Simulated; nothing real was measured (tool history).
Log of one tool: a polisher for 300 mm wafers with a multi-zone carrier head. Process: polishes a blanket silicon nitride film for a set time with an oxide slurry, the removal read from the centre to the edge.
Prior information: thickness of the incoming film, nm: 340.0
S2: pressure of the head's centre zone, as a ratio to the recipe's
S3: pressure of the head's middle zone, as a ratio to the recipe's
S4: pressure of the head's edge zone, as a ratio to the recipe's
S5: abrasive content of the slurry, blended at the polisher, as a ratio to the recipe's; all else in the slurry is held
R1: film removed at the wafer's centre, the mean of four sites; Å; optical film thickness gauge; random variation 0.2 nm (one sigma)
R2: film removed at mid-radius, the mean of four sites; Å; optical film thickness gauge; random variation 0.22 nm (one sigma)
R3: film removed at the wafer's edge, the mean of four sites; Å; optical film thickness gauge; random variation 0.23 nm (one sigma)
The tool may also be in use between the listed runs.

run 1 hour=0 | flow_of_slurry_(ml/min)=180 S2=1 S3=1 S4=1 S5=1 polishing_time_(s)=45 | R1=400.9 R2=388.45 R3=388.49
run 2 hour=7.9 | flow_of_slurry_(ml/min)=180 S2=1 S3=0.96 S4=1 S5=1 polishing_time_(s)=45 | R1=402.72 R2=390.44 R3=395.68
run 3 hour=14.4 | flow_of_slurry_(ml/min)=175 S2=0.98 S3=0.98 S4=0.98 S5=0.95 polishing_time_(s)=43 | R1=369.97 R2=362 R3=361.5
run 4 hour=16.6 | flow_of_slurry_(ml/min)=170 S2=0.96 S3=1.01 S4=0.98 S5=0.9 polishing_time_(s)=41 | R1=331.99 R2=343.39 R3=334
run 5 hour=19.9 | flow_of_slurry_(ml/min)=165 S2=0.94 S3=1.02 S4=0.97 S5=0.85 polishing_time_(s)=39 | R1=302.34 R2=323.68 R3=315.18
run 6 hour=25.5 | flow_of_slurry_(ml/min)=165 S2=0.93 S3=1.03 S4=0.96 S5=0.8 polishing_time_(s)=37 | R1=278.31 R2=303.63 R3=280.99
run 7 hour=27.1 | flow_of_slurry_(ml/min)=160 S2=0.92 S3=1.03 S4=0.96 S5=0.75 polishing_time_(s)=36 | R1=264.21 R2=285.67 R3=267.82
run 8 hour=31 | flow_of_slurry_(ml/min)=155 S2=0.91 S3=1.04 S4=0.96 S5=0.7 polishing_time_(s)=35 | R1=238.24 R2=270.84 R3=256.5

Estimate the outcome of run 9 from the log above:
run 9 hour=37 | flow_of_slurry_(ml/min)=155 S2=0.9 S3=1.04 S4=0.95 S5=0.65 polishing_time_(s)=34 | R1=? R2=? R3=?

{"run 9": {"R1": 225.15, "R2": 257.82, "R3": 240.19}}
